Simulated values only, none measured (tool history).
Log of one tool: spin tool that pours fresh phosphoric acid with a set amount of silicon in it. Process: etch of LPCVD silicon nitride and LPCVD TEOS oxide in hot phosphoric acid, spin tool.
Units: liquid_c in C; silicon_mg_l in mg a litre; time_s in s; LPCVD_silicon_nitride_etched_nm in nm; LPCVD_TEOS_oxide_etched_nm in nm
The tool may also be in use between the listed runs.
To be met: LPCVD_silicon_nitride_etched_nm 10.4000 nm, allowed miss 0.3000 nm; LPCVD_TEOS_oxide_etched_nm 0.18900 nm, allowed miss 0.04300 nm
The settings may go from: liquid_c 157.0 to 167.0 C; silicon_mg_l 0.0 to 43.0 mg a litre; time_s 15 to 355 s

run    day  liquid_c  silicon_mg_l  time_s  LPCVD_silicon_nitride_etched_nm  LPCVD_TEOS_oxide_etched_nm
  1  0.000     162.0          19.0     180                          15.8300                     0.41749
  2  0.221     164.0          19.0     180                          16.7850                     0.55539
  3  0.258     164.0          23.5     180                          16.8070                     0.47598
  4  0.492     164.0          23.5     110                          10.3380                     0.28386
  5  0.658     164.0          23.5      85                           7.9405                     0.21892
  6  0.875     164.5          28.5      95                           8.9943                     0.25072
  7  1.104     164.0          32.5     105                           9.8950                     0.23449
  8  1.400     164.0          42.5     105                           9.8127                     0.15184
  9  1.442     164.5          42.0     105                           9.9519                     0.15629

5 next moves are on the table. One of them brings every result within its allowed miss. Which?
  A  1.483     164.5          40.0     120                                ?                           ?
  B  1.483     166.0          36.0      95                                ?                           ?
  C  1.483     165.5          40.0     115                                ?                           ?
  D  1.483     164.0          35.0     100                                ?                           ?
  E  1.483     166.0          38.5     105                                ?                           ?

move  LPCVD_silicon_nitride_etched_nm  LPCVD_TEOS_oxide_etched_nm
   A                          11.4190                     0.17868
   B                           9.4957                     0.19044
   C                          11.3080                     0.18409
   D                           9.3604                     0.18069
   E                          10.4950                     0.18797
A: takes the result that was furthest off past its target
B: further off than the last run
C: takes the result that was furthest off past its target
D: further off than the last run
E: meets every target
Answer: E

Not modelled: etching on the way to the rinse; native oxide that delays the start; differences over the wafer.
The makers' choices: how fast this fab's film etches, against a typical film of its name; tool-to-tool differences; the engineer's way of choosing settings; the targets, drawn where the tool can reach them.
